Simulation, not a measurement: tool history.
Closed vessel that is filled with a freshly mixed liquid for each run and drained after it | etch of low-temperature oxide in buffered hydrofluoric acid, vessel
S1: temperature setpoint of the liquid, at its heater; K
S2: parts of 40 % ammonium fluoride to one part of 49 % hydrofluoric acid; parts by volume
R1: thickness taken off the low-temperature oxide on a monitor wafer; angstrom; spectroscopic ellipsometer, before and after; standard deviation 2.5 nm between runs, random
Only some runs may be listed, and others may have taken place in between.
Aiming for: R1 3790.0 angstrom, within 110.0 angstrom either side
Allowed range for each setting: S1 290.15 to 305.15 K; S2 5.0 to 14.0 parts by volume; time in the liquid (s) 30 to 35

Run 1, hour 0.0: S1 297.15 K, S2 8.5 parts by volume, time in the liquid (s) 35. Result: R1 1855.2 angstrom.
Run 2, hour 3.5: S1 299.15 K, S2 8.0 parts by volume, time in the liquid (s) 35. Result: R1 2198.4 angstrom.
Run 3, hour 8.8: S1 299.15 K, S2 6.0 parts by volume, time in the liquid (s) 35. Result: R1 2934.8 angstrom.
Run 4, hour 13.6: S1 297.65 K, S2 6.0 parts by volume, time in the liquid (s) 35. Result: R1 2715.1 angstrom.
Run 5, hour 17.9: S1 300.15 K, S2 6.0 parts by volume, time in the liquid (s) 35. Result: R1 3057.4 angstrom.
Run 6, hour 24.3: S1 298.65 K, S2 6.0 parts by volume, time in the liquid (s) 35. Result: R1 2843.5 angstrom.
Run 7, hour 27.1: S1 300.15 K, S2 6.0 parts by volume, time in the liquid (s) 35. Result: R1 3068.7 angstrom.
Run 8, hour 34.1: S1 301.15 K, S2 6.0 parts by volume, time in the liquid (s) 35. Result: R1 3258.8 angstrom.

Of the 5 settings listed for the next run, only one would bring every result within its allowed miss of target. Which one?
Run A, hour 41.1: S1 297.15 K, S2 6.0 parts by volume, time in the liquid (s) 35. Result: R1 ?.
Run B, hour 41.1: S1 301.65 K, S2 5.5 parts by volume, time in the liquid (s) 35. Result: R1 ?.
Run C, hour 41.1: S1 301.15 K, S2 5.0 parts by volume, time in the liquid (s) 35. Result: R1 ?.
Run D, hour 41.1: S1 302.15 K, S2 6.5 parts by volume, time in the liquid (s) 35. Result: R1 ?.
Run E, hour 41.1: S1 300.65 K, S2 5.5 parts by volume, time in the liquid (s) 30. Result: R1 ?.

move      R1
   A  2612.2
   B  3578.8
   C  3777.1
   D  3185.6
   E  2909.2
A: its largest miss is bigger than the last run's
B: closer than the last run, but not yet in spec
C: each result inside its tolerance
D: its largest miss is bigger than the last run's
E: its largest miss is bigger than the last run's
C is the move that brings every result within its allowed miss.
